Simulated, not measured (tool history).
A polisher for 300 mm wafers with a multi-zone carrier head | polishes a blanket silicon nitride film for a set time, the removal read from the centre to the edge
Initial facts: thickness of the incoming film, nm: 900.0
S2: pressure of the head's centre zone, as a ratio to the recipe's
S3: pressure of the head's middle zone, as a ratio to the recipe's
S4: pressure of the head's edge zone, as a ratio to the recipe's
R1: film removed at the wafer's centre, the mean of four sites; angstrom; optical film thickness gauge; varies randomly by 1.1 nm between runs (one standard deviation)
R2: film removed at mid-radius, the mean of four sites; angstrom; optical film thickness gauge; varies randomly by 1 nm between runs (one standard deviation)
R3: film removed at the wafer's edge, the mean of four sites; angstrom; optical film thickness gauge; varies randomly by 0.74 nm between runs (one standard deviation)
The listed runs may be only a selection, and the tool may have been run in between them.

{"run": 1, "hour": 0.0, "flow of slurry (ml/min)": 130, "S2": 1, "S3": 1, "S4": 1, "polishing time (s)": 49, "R1": 616.52, "R2": 616.72, "R3": 605.03}
{"run": 2, "hour": 6.3, "flow of slurry (ml/min)": 130, "S2": 1, "S3": 1, "S4": 1, "polishing time (s)": 42, "R1": 525.52, "R2": 532.07, "R3": 514.98}
{"run": 3, "hour": 13.8, "flow of slurry (ml/min)": 135, "S2": 1, "S3": 1.01, "S4": 1.02, "polishing time (s)": 45, "R1": 578.87, "R2": 569.87, "R3": 557.34}
{"run": 4, "hour": 19.2, "flow of slurry (ml/min)": 120, "S2": 1, "S3": 1.01, "S4": 1.02, "polishing time (s)": 45, "R1": 549.93, "R2": 550.1, "R3": 559.86}
{"run": 5, "hour": 26.8, "flow of slurry (ml/min)": 120, "S2": 1, "S3": 1.01, "S4": 1.02, "polishing time (s)": 35, "R1": 422.9, "R2": 438.52, "R3": 420.42}
{"run": 6, "hour": 30.8, "flow of slurry (ml/min)": 140, "S2": 1, "S3": 1.01, "S4": 1.02, "polishing time (s)": 35, "R1": 448.33, "R2": 435.64, "R3": 437.59}
{"run": 7, "hour": 35.4, "flow of slurry (ml/min)": 140, "S2": 1, "S3": 1.02, "S4": 1.03, "polishing time (s)": 39, "R1": 491.18, "R2": 496.48, "R3": 491.06}
{"run": 8, "hour": 44.1, "flow of slurry (ml/min)": 145, "S2": 1.01, "S3": 1.04, "S4": 1.05, "polishing time (s)": 41, "R1": 534.29, "R2": 545.87, "R3": 517.5}

What does the tool deliver on the next run?
{"run": 9, "hour": 46.5, "flow of slurry (ml/min)": 145, "S2": 1.01, "S3": 1.04, "S4": 1.06, "polishing time (s)": 44, "R1": "?", "R2": "?", "R3": "?"}

{"run 9": {"R1": 573.32, "R2": 570.71, "R3": 558.43}}
